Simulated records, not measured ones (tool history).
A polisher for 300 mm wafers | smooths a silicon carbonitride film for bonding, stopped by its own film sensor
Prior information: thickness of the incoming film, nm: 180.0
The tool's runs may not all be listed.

run  hour  flow of slurry (ml/min)  pressure of the wafer on the pad (psi)  speed of the pad under the wafer (cm/s)  abrasive content of the slurry  target thickness at which the film sensor stops the polish (angstrom)  time until the film sensor stopped the polish (s)
  1   0.0                      255                                     1.5                                       74                             1.0                                                                   1520                                             195.61
  2   6.8                      255                                     1.4                                       72                             1.0                                                                   1520                                             213.65
  3  12.9                      255                                     1.4                                       84                             1.0                                                                   1520                                             189.18
  4  15.3                      255                                     1.1                                       84                             1.0                                                                   1520                                             238.51
  5  20.2                      255                                     1.1                                       82                             1.0                                                                   1520                                             240.71
  6  24.1                      255                                     1.1                                       80                             1.0                                                                   1520                                             249.60
  7  29.1                      255                                     1.1                                       78                             1.0                                                                   1520                                             248.76
  8  30.4                      255                                     1.1                                       76                             1.0                                                                   1520                                             254.44
  9  33.9                      255                                     1.1                                       74                             1.0                                                                   1520                                             261.28
 10  40.8                      255                                     1.1                                       72                             1.0                                                                   1520                                             273.31
 11  42.7                      255                                     0.7                                       60                             1.0                                                                   1520                                             476.29

Predict the results of run 12:
 12  47.3                      255                                     0.9                                       60                             1.0                                                                   1520                                                  ?

time until the film sensor stopped the polish (s): 369.58
